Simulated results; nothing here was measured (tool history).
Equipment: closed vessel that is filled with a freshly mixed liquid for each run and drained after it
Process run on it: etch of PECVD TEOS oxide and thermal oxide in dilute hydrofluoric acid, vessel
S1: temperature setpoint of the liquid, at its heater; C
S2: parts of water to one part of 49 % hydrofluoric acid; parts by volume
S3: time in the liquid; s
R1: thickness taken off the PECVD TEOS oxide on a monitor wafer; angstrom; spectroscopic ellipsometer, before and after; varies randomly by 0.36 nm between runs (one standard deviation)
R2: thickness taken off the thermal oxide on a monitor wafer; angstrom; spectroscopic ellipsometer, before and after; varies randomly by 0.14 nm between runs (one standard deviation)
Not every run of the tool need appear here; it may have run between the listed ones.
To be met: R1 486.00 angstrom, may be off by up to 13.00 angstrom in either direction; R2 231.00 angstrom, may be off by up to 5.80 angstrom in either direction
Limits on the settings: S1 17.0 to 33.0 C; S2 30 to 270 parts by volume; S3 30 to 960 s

run	hour	S1	S2	S3	R1	R2
1	0.0	25.0	150	490	296.42	139.95
2	3.8	26.5	150	490	312.64	147.65
3	13.1	28.5	150	490	338.72	160.64
4	20.9	29.0	145	490	356.76	171.00
5	22.9	25.5	145	490	316.22	149.69
6	26.4	26.5	140	490	336.66	161.21
7	33.1	27.5	140	490	357.57	168.83
8	41.9	28.5	140	490	363.19	174.87
9	44.4	29.0	135	490	384.46	183.19
10	52.2	29.5	135	490	391.69	187.55
11	53.9	30.0	135	490	403.78	193.37
12	63.0	30.5	135	490	407.81	194.68

Below are 4 possible settings for the next run. Only one of them brings all results inside the allowed miss of their targets. Which is it?
A	72.1	29.0	125	520	?	?
B	72.1	28.0	170	780	?	?
C	72.1	28.0	120	520	?	?
D	72.1	33.0	130	510	?	?

move	R1	R2
A	445.93	215.69
B	447.78	216.58
C	450.45	217.88
D	482.82	233.53
A: closes in on the targets versus the last run, not all within tolerance yet
B: closes in on the targets versus the last run, not all within tolerance yet
C: closes in on the targets versus the last run, not all within tolerance yet
D: in spec on every target
D is the move that brings every result within its allowed miss.

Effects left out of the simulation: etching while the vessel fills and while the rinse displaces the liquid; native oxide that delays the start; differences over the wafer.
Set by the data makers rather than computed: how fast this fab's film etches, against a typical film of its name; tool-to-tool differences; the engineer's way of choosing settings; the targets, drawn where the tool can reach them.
